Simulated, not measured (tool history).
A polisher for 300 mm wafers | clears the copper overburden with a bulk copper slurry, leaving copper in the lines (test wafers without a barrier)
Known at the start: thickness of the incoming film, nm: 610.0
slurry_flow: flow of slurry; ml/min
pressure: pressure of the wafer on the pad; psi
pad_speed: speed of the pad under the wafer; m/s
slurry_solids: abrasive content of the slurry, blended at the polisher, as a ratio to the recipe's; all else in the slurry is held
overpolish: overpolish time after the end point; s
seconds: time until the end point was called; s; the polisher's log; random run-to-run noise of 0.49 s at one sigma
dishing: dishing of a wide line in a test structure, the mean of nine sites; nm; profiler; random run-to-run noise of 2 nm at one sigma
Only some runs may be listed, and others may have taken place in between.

{"run": 1, "hour": 0.0, "slurry_flow": 255, "pressure": 3.0, "pad_speed": 1.04, "slurry_solids": 1.0, "overpolish": 20, "seconds": 45.408, "dishing": 84.575}
{"run": 2, "hour": 0.7, "slurry_flow": 285, "pressure": 3.0, "pad_speed": 1.04, "slurry_solids": 1.0, "overpolish": 20, "seconds": 44.614, "dishing": 86.274}
{"run": 3, "hour": 2.9, "slurry_flow": 285, "pressure": 3.4, "pad_speed": 1.06, "slurry_solids": 1.0, "overpolish": 19, "seconds": 38.416, "dishing": 90.627}
{"run": 4, "hour": 4.6, "slurry_flow": 310, "pressure": 3.4, "pad_speed": 1.06, "slurry_solids": 1.0, "overpolish": 19, "seconds": 39.122, "dishing": 88.931}
{"run": 5, "hour": 7.7, "slurry_flow": 310, "pressure": 3.4, "pad_speed": 1.06, "slurry_solids": 0.85, "overpolish": 19, "seconds": 39.091, "dishing": 90.735}
{"run": 6, "hour": 8.3, "slurry_flow": 310, "pressure": 3.4, "pad_speed": 1.06, "slurry_solids": 0.95, "overpolish": 19, "seconds": 40.055, "dishing": 88.495}

Run 7 has not been measured yet. What should we expect?
{"run": 7, "hour": 12.3, "slurry_flow": 310, "pressure": 3.8, "pad_speed": 1.08, "slurry_solids": 0.95, "overpolish": 18, "seconds": "?", "dishing": "?"}

Logged for run 7: seconds 34.362 s, dishing 93.303 nm.
